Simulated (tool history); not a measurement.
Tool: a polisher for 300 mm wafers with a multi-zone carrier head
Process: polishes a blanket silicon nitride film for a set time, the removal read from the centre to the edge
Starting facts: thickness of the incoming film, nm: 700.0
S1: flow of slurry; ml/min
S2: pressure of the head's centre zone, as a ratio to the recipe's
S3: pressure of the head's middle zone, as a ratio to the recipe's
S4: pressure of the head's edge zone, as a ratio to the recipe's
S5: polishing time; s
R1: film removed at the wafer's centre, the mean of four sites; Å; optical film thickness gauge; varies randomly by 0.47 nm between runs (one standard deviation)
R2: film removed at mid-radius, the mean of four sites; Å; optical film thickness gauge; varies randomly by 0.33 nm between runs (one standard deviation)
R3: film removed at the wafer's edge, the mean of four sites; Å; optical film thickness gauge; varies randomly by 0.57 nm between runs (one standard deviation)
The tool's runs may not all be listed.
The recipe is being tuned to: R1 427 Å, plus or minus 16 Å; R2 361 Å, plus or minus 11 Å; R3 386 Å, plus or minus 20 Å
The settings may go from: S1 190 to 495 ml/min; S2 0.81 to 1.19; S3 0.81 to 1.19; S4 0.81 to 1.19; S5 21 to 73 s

run,hour,S1,S2,S3,S4,S5,R1,R2,R3
1,0,320,1,1,1,47,691.92,682.17,686.75
2,3,320,1,1,0.96,47,678.57,678.16,669.15
3,5.3,320,1,1.06,0.96,47,689.21,719.1,674.44
4,9.1,320,1,1.06,1.01,47,672.28,713.33,689
5,14.4,320,1,1.06,1.01,41,590.09,628.59,599.77
6,17.1,320,1,1.03,1,39,568.45,586.68,543.22
7,21.6,265,0.99,0.93,1.1,26,367.39,349.2,388.71
8,28,275,1,0.93,1.09,26,365.38,351.5,392.46
9,30.5,280,1.03,0.93,1.08,26,375.89,343.12,389.44
10,38.1,305,1.13,1.02,1.02,27,438.13,394.41,383.97
11,39.6,295,1.13,1.01,1.03,27,436.34,395.7,390.37
# hour 44: edge zone pressure recalibrated
12,44,290,1.13,1,1.03,27,430.28,394.14,374.36
13,46.1,295,1.13,0.99,1.04,27,439.24,388.52,373.28
14,48.1,290,1.12,0.97,1.04,27,432.05,383.72,383.19
15,57.1,290,1.12,0.96,1.04,27,428.89,376.86,375.44
16,59.3,290,1.12,0.95,1.05,27,423.43,371.57,389.78
17,66.4,290,1.12,0.95,1.05,27,426.08,370.36,380.29

Which one of the following 4 next-run settings gets every result inside its allowed miss? There is exactly one.
A,73.5,340,1.05,0.95,1.03,28,?,?,?
B,73.5,255,1.08,0.88,1,28,?,?,?
C,73.5,210,1.13,1.06,1.16,28,?,?,?
D,73.5,275,1.13,0.99,1.01,27,?,?,?

move,R1,R2,R3
A,427.3,390.11,411.46
B,423.63,354.42,396.11
C,429.19,402.29,416.46
D,431.84,380.59,386.03
A: further off than the last run
B: in spec on every target
C: further off than the last run
D: further off than the last run
B meets every target.

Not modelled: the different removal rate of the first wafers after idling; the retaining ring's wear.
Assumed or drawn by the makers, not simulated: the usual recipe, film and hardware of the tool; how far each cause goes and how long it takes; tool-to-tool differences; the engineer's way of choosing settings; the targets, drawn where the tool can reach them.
